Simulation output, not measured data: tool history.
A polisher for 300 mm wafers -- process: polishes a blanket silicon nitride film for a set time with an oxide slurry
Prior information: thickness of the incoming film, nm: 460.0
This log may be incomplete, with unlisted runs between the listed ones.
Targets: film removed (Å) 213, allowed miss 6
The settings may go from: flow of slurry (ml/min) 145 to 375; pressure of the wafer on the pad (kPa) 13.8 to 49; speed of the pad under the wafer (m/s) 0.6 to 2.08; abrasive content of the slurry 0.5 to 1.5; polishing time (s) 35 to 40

run,hour,flow of slurry (ml/min),pressure of the wafer on the pad (kPa),speed of the pad under the wafer (m/s),abrasive content of the slurry,polishing time (s),film removed (Å)
1,0,240,31,1.34,1,40,389.92
2,6.8,240,31,1.34,1,35,340.34
3,9.3,240,29.6,1.34,1,35,327.7
4,16,240,28.3,1.34,1,35,324.84
5,19.1,240,26.2,1.34,1,35,310.11
6,24.4,240,20,1.34,1,35,265.87
7,27.7,240,19.3,1.32,1,35,259.46
8,34.8,240,18.6,1.3,1,35,253.27

Exactly one of the 5 candidate moves below puts every result within its allowed miss. Which one?
A,41.9,245,13.8,1.1,1.05,35,?
B,41.9,180,24.8,1.34,0.8,40,?
C,41.9,245,17.9,1.28,0.75,35,?
D,41.9,225,20.7,1.34,1.2,40,?
E,41.9,255,13.8,1.2,0.95,35,?

move,film removed (Å)
A,197.48
B,306.04
C,216.08
D,334.45
E,203.54
A: moves the result that the last run missed by most past its target, out the other side
B: lands further from the targets than the last run did
C: every result within its allowed miss
D: lands further from the targets than the last run did
E: moves the result that the last run missed by most past its target, out the other side
The move that meets every target is C.
